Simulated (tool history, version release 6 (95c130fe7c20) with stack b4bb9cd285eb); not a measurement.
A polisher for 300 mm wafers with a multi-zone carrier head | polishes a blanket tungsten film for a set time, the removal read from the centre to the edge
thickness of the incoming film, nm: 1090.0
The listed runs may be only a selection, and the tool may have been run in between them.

| run | day | flow of slurry (ml/min) | pressure of the head's centre zone | pressure of the head's middle zone | pressure of the head's edge zone | abrasive content of the slurry | polishing time (s) | film removed at the wafer's centre (nm) | film removed at mid-radius (nm) | film removed at the wafer's edge (nm) |
|---|---|---|---|---|---|---|---|---|---|---|
| 1 | 0.000 | 160 | 1.00 | 1.00 | 1.00 | 1.00 | 59 | 264.30 | 258.67 | 253.18 |
| 2 | 0.096 | 160 | 1.00 | 1.00 | 0.94 | 1.00 | 59 | 263.26 | 257.18 | 246.43 |
| 3 | 0.150 | 160 | 1.03 | 1.00 | 0.94 | 1.00 | 59 | 270.53 | 261.41 | 253.07 |
| 4 | 0.488 | 160 | 1.03 | 1.00 | 0.94 | 1.00 | 69 | 322.43 | 298.24 | 292.19 |
| 5 | 0.517 | 160 | 1.03 | 0.94 | 0.94 | 1.00 | 69 | 316.31 | 287.24 | 288.42 |
| 6 | 0.875 | 160 | 1.03 | 0.94 | 0.98 | 1.00 | 69 | 316.06 | 283.10 | 299.12 |
| 7 | 1.067 | 155 | 1.06 | 0.92 | 0.95 | 0.90 | 62 | 280.37 | 247.83 | 255.57 |
| 8 | 1.404 | 155 | 1.08 | 0.90 | 0.94 | 0.85 | 56 | 256.51 | 215.51 | 220.86 |
| 9 | 1.521 | 155 | 1.09 | 0.88 | 0.95 | 0.80 | 52 | 237.05 | 193.29 | 205.73 |
| 10 | 1.838 | 155 | 1.09 | 0.87 | 0.94 | 0.75 | 49 | 219.23 | 177.56 | 191.91 |
| 11 | 1.879 | 145 | 1.13 | 0.84 | 0.84 | 0.50 | 34 | 137.66 | 105.33 | 107.94 |
| 12 | 1.971 | 160 | 1.13 | 0.84 | 0.86 | 0.50 | 34 | 142.06 | 108.13 | 115.09 |
| 13 | 2.221 | 170 | 1.14 | 0.85 | 0.87 | 0.50 | 34 | 142.33 | 107.99 | 114.76 |
| 14 | 2.308 | 170 | 1.15 | 0.86 | 0.89 | 0.55 | 34 | 147.83 | 109.96 | 119.21 |
| 15 | 2.538 | 170 | 1.15 | 0.88 | 0.90 | 0.60 | 34 | 153.22 | 121.28 | 123.35 |
| 16 | 2.658 | 170 | 1.15 | 0.88 | 0.91 | 0.60 | 34 | 153.00 | 118.82 | 122.07 |
| 17 | 2.850 | 175 | 1.15 | 0.88 | 0.92 | 0.60 | 34 | 153.34 | 118.79 | 126.39 |
| 18 | 2.925 | 175 | 1.16 | 0.88 | 0.93 | 0.60 | 34 | 154.74 | 120.33 | 123.78 |
| 19 | 3.208 | 180 | 1.16 | 0.88 | 0.94 | 0.60 | 34 | 156.40 | 120.81 | 123.49 |

Run 20, settings as shown, results not yet in. Your forecast:
| 20 | 3.550 | 180 | 1.15 | 0.87 | 0.95 | 0.60 | 34 | ? | ? | ? |

film removed at the wafer's centre (nm): 155.96
film removed at mid-radius (nm): 121.59
film removed at the wafer's edge (nm): 124.84
